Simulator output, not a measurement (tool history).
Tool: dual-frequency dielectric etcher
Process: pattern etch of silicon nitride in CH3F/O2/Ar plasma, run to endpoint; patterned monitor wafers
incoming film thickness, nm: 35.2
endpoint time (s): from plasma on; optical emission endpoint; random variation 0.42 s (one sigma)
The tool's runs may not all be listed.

run,hour,source power (kW),bias power (kW),endpoint time (s)
1,0,0.36,0.051,66.759
2,5.3,0.36,0.047,68.718
3,7.1,0.4,0.047,66.107
4,16.1,0.43,0.047,64.933
5,24.2,0.43,0.053,62.524
6,30.1,0.43,0.044,65.893
7,38,0.41,0.043,68.512

Forecast run 8:
8,41.5,0.4,0.042,?

Run 8 gave endpoint time (s) 68.482.
